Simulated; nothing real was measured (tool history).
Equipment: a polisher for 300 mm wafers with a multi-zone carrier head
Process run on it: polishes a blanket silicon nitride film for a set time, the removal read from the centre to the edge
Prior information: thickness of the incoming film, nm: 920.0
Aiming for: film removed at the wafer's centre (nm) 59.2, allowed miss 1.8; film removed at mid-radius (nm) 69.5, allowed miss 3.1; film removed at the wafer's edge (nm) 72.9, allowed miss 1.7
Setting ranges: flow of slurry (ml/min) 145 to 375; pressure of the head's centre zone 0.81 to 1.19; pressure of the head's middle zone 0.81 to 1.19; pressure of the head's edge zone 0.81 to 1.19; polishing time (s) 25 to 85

run,hour,flow of slurry (ml/min),pressure of the head's centre zone,pressure of the head's middle zone,pressure of the head's edge zone,polishing time (s),film removed at the wafer's centre (nm),film removed at mid-radius (nm),film removed at the wafer's edge (nm)
1,0,240,1,1,1,55,66.515,66.998,68.647
2,2.7,285,1,1,1,55,68.434,68.015,69.549
3,5.4,285,1,1,1.06,55,68.796,70.879,70.629
4,12.8,260,0.96,0.99,1.07,56,65.669,69.869,71.413
5,16.3,240,0.93,0.99,1.08,57,64.399,70.743,73.262
6,22.9,180,0.93,0.99,1.08,57,59.903,64.492,69.564
7,28.8,185,0.91,1,1.09,57,58.335,68.029,69.541
8,35.4,190,0.9,0.99,1.11,57,58.54,67.247,70.743

Which of these 5 next moves meets every target?
A,42,180,0.92,1,1.07,55,?,?,?
B,42,270,0.92,1.09,1.12,51,?,?,?
C,42,190,0.95,1.16,1.13,55,?,?,?
D,42,225,0.89,1.02,1.18,56,?,?,?
E,42,145,0.9,0.97,1.13,59,?,?,?

move,film removed at the wafer's centre (nm),film removed at mid-radius (nm),film removed at the wafer's edge (nm)
A,57.672,65.432,66.656
B,58.6,70.745,66.744
C,60.53,75.232,68.728
D,60.038,71.145,73.337
E,56.342,64.304,70.147
A: misses by more than the last run did
B: misses by more than the last run did
C: misses by more than the last run did
D: hits every target within its allowed miss
E: misses by more than the last run did
D meets every target.

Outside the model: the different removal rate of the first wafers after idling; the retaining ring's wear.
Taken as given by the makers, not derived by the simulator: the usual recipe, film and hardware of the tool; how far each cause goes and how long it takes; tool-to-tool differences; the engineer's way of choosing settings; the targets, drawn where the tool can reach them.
